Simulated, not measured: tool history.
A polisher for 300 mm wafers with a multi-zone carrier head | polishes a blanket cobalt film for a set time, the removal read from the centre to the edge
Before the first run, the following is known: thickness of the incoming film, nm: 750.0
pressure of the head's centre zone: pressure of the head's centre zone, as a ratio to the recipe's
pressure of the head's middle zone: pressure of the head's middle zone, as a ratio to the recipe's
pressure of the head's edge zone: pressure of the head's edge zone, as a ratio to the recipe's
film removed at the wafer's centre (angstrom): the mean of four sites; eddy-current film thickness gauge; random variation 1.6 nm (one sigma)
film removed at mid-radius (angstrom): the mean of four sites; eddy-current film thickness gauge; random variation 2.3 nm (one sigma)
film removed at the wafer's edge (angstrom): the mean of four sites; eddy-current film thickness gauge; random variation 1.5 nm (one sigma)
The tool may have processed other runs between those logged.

run,hour,flow of slurry (ml/min),pressure of the head's centre zone,pressure of the head's middle zone,pressure of the head's edge zone,polishing time (s),film removed at the wafer's centre (angstrom),film removed at mid-radius (angstrom),film removed at the wafer's edge (angstrom)
1,0.0,155,1.00,1.00,1.00,48,1102.2,1162.2,1143.8
2,2.1,155,1.06,1.00,1.00,48,1182.6,1158.1,1145.6
3,8.3,155,1.06,1.00,1.07,48,1174.0,1141.0,1193.6
4,9.2,165,1.05,1.03,1.09,51,1236.7,1268.3,1265.3
5,15.8,165,1.14,1.03,1.09,51,1302.3,1252.6,1260.6
6,22.3,170,1.11,1.05,1.11,53,1366.4,1324.3,1338.7

Estimate the outcome of run 7 from the log above:
7,31.1,175,1.07,1.08,1.13,55,?,?,?

{"run 7": {"film removed at the wafer's centre (angstrom)": 1369.4, "film removed at mid-radius (angstrom)": 1439.8, "film removed at the wafer's edge (angstrom)": 1432.4}}
